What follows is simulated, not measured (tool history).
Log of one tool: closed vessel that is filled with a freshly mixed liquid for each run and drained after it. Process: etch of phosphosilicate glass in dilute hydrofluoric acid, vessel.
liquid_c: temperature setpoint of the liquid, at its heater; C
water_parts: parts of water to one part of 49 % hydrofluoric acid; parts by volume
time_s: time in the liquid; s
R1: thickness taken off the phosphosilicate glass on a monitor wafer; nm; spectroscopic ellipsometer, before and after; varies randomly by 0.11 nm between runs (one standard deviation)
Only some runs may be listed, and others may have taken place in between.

run 1 hour=0.0 | liquid_c=24.0 water_parts=240 time_s=45 | R1=11.335
run 2 hour=1.2 | liquid_c=26.0 water_parts=230 time_s=45 | R1=12.756
run 3 hour=5.7 | liquid_c=27.5 water_parts=220 time_s=45 | R1=14.295
run 4 hour=12.2 | liquid_c=28.5 water_parts=215 time_s=45 | R1=15.078
run 5 hour=20.1 | liquid_c=28.5 water_parts=215 time_s=45 | R1=15.258
run 6 hour=28.7 | liquid_c=28.5 water_parts=130 time_s=45 | R1=28.000
run 7 hour=37.0 | liquid_c=25.5 water_parts=135 time_s=45 | R1=23.941
run 8 hour=40.7 | liquid_c=25.5 water_parts=135 time_s=45 | R1=23.867
run 9 hour=46.7 | liquid_c=23.5 water_parts=135 time_s=45 | R1=22.298
run 10 hour=50.4 | liquid_c=22.0 water_parts=135 time_s=45 | R1=20.855
run 11 hour=52.2 | liquid_c=21.0 water_parts=135 time_s=45 | R1=19.885

What will run 12 give?
run 12 hour=55.0 | liquid_c=20.5 water_parts=135 time_s=45 | R1=?

For run 12 the tool returned R1 19.703 nm.

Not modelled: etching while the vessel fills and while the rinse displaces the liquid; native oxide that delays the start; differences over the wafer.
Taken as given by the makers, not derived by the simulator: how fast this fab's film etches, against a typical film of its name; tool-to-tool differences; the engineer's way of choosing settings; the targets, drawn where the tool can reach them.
